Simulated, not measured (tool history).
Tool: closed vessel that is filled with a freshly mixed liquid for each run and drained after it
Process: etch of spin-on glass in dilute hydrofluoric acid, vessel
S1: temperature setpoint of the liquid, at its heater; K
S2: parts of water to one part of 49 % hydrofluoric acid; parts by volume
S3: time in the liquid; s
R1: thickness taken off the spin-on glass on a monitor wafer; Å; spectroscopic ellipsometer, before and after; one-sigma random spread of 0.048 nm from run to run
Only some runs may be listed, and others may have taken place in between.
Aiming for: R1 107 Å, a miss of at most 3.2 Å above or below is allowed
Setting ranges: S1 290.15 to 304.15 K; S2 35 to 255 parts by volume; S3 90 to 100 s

run 1 day=0 | S1=296.15 S2=145 S3=90 | R1=136.69
run 2 day=0.317 | S1=296.15 S2=170 S3=90 | R1=112.84
run 3 day=0.454 | S1=295.65 S2=170 S3=90 | R1=110.76
run 4 day=0.796 | S1=295.65 S2=170 S3=90 | R1=110.86
run 5 day=1.162 | S1=297.65 S2=170 S3=90 | R1=119.96
run 6 day=1.454 | S1=296.65 S2=170 S3=90 | R1=114.6
run 7 day=1.796 | S1=296.15 S2=170 S3=90 | R1=112.88
run 8 day=2.046 | S1=295.65 S2=170 S3=90 | R1=111.08

Below are 4 possible settings for the next run. Only one of them brings all results inside the allowed miss of their targets. Which is it?
run A day=2.296 | S1=295.15 S2=165 S3=95 | R1=?
run B day=2.296 | S1=296.15 S2=165 S3=90 | R1=?
run C day=2.296 | S1=294.15 S2=175 S3=100 | R1=?
run D day=2.296 | S1=296.65 S2=180 S3=90 | R1=?

move=A R1=118.02
move=B R1=116.19
move=C R1=111.51
move=D R1=106.78
A: the biggest miss grows against the last run
B: the biggest miss grows against the last run
C: the biggest miss grows against the last run
D: all results land within tolerance of their targets
Correct choice: D, which meets every target
